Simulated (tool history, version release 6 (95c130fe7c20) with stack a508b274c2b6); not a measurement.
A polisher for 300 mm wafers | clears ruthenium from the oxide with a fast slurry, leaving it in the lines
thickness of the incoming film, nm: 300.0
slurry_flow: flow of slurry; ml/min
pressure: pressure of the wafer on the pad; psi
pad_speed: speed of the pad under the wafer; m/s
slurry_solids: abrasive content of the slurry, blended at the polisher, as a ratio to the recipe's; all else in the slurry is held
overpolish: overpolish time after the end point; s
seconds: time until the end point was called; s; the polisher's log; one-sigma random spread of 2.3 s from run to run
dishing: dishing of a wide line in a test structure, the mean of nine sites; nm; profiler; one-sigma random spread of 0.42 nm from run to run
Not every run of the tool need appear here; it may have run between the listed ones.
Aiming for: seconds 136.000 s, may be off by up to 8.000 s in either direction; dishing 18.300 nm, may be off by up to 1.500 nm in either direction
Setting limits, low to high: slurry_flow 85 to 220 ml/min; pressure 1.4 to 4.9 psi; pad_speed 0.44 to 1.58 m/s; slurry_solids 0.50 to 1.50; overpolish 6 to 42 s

run  hour  slurry_flow  pressure  pad_speed  slurry_solids  overpolish  seconds  dishing
  1   0.0          140       3.1       1.00           1.00          21   66.211   55.871
  2   4.0          140       3.1       0.78           1.00          21   88.045   47.220
  3  10.6          140       3.1       0.78           1.00          28   85.742   60.259
  4  17.7          140       3.1       0.78           0.90          28   87.956   56.598
  5  22.2          140       2.9       0.78           0.80          23   98.287   44.012
  6  25.5          140       2.7       0.78           0.75          19  111.290   34.701
  7  29.6          140       2.6       0.78           0.70          16  119.160   28.324
  8  30.6          140       2.6       0.78           0.65          14  122.310   24.973
  9  31.5          140       2.6       0.78           0.65          13  119.960   23.484
 10  35.1          140       2.2       0.76           0.65           8  144.390   12.255
 11  40.0          140       2.3       0.76           0.65           9  142.490   14.820
 12  41.3          140       2.4       0.76           0.60          10  143.860   16.349
 13  43.7          140       2.5       0.76           0.60          10  138.460   16.254

Below are 5 possible settings for the next run. Only one of them brings all results inside the allowed miss of their targets. Which is it?
  A  46.1          145       1.8       1.08           0.55           8        ?        ?
  B  46.1          140       2.0       0.92           0.55           9        ?        ?
  C  46.1          125       2.5       0.76           0.65           8        ?        ?
  D  46.1          170       2.0       0.80           0.75           9        ?        ?
  E  46.1          160       2.5       0.84           0.50          11        ?        ?

move  seconds  dishing
   A  136.940   13.487
   B  145.720   14.209
   C  133.540   13.809
   D  138.690   14.881
   E  131.460   18.821
A: moves away from the targets compared with the last run
B: moves away from the targets compared with the last run
C: moves away from the targets compared with the last run
D: moves away from the targets compared with the last run
E: meets every target
Answer: E
